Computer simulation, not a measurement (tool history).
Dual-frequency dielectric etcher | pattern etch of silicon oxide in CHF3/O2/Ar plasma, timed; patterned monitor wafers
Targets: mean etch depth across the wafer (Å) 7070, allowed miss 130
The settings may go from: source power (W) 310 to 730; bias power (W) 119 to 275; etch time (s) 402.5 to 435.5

run	hour	source power (W)	bias power (W)	etch time (s)	mean etch depth across the wafer (Å)
1	0	520	197	435.5	8317.6
2	8.6	520	183	435.5	8202
3	14.7	470	179	435	7820.4
4	19	430	179	435	7561.9
5	26.2	410	177	435	7391.3
6	31.9	410	177	435.5	7394.4
7	37.5	410	177	435.5	7447.6
8	46	390	176	435.5	7274.7

Which of these 5 next moves meets every target?
A	54.5	380	188	435.5	?
B	54.5	360	188	430.5	?
C	54.5	360	206	435.5	?
D	54.5	430	197	417	?
E	54.5	430	172	431.5	?

move	mean etch depth across the wafer (Å)
A	7346.5
B	7120.9
C	7391.2
D	7454.8
E	7434.8
A: further off than the last run
B: meets every target
C: further off than the last run
D: further off than the last run
E: further off than the last run
Move B is the one to make.

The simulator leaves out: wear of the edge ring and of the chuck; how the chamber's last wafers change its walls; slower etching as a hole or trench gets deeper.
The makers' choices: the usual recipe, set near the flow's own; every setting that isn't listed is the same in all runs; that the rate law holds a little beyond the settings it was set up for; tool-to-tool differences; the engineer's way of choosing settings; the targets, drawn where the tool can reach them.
